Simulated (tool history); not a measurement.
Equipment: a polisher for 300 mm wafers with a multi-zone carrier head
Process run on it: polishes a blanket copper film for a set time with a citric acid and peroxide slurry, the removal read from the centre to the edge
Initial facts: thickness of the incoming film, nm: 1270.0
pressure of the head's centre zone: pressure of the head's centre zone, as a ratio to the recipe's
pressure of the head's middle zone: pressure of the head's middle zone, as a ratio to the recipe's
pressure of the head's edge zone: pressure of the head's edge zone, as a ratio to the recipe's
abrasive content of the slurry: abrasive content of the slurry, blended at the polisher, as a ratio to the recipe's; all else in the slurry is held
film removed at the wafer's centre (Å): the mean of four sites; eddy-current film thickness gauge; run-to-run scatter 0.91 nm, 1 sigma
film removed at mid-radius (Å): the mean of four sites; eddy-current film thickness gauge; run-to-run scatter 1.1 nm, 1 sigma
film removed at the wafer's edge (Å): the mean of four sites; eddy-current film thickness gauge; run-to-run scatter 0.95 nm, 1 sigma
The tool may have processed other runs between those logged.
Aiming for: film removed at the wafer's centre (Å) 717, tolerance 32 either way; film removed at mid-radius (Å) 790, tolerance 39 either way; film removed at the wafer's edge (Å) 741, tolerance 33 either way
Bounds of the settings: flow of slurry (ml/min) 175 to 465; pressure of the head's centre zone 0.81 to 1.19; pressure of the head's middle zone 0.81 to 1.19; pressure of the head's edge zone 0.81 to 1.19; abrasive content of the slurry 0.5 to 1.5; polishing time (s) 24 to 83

| run | hour | flow of slurry (ml/min) | pressure of the head's centre zone | pressure of the head's middle zone | pressure of the head's edge zone | abrasive content of the slurry | polishing time (s) | film removed at the wafer's centre (Å) | film removed at mid-radius (Å) | film removed at the wafer's edge (Å) |
|---|---|---|---|---|---|---|---|---|---|---|
| 1 | 0 | 295 | 1 | 1 | 1 | 1 | 53 | 1066.1 | 1070.2 | 1060.3 |
| 2 | 5.7 | 295 | 0.98 | 1 | 0.97 | 0.85 | 50 | 948.22 | 979.28 | 933.88 |
| 3 | 6.7 | 295 | 0.98 | 1 | 0.97 | 0.85 | 63 | 1223.5 | 1258.3 | 1188.7 |
| 4 | 14.3 | 290 | 0.95 | 0.98 | 0.95 | 0.75 | 58 | 1033.2 | 1107 | 1039.2 |
| 5 | 18.9 | 290 | 0.94 | 0.96 | 0.93 | 0.65 | 54 | 955.22 | 952.5 | 944.19 |
| 6 | 26.8 | 290 | 0.98 | 0.96 | 0.93 | 0.65 | 54 | 981.31 | 969.66 | 962.68 |
| 7 | 28.5 | 285 | 0.94 | 0.96 | 0.91 | 0.6 | 52 | 918.41 | 902.5 | 905.09 |
| 8 | 29.6 | 285 | 0.91 | 0.99 | 0.91 | 0.55 | 49 | 825.47 | 883.01 | 836.5 |

Consider the 4 candidate settings below. Which is the only one whose results all fall within their allowed miss of target?
| A | 30.7 | 225 | 0.84 | 1.04 | 1 | 0.5 | 43 | ? | ? | ? |
| B | 30.7 | 215 | 0.83 | 1.05 | 0.98 | 0.6 | 42 | ? | ? | ? |
| C | 30.7 | 245 | 0.92 | 1.03 | 0.96 | 0.55 | 43 | ? | ? | ? |
| D | 30.7 | 260 | 0.91 | 0.93 | 0.95 | 0.6 | 43 | ? | ? | ? |

| move | film removed at the wafer's centre (Å) | film removed at mid-radius (Å) | film removed at the wafer's edge (Å) |
|---|---|---|---|
| A | 641.66 | 775.66 | 734.13 |
| B | 636.53 | 782.65 | 728.5 |
| C | 702.57 | 786.35 | 734.54 |
| D | 709.73 | 738.67 | 744.69 |
A: pushes the last run's worst result past its target
B: pushes the last run's worst result past its target
C: each result inside its tolerance
D: meets the target for the result that was furthest off, but another lies outside its allowed miss
C is the move that brings every result within its allowed miss.
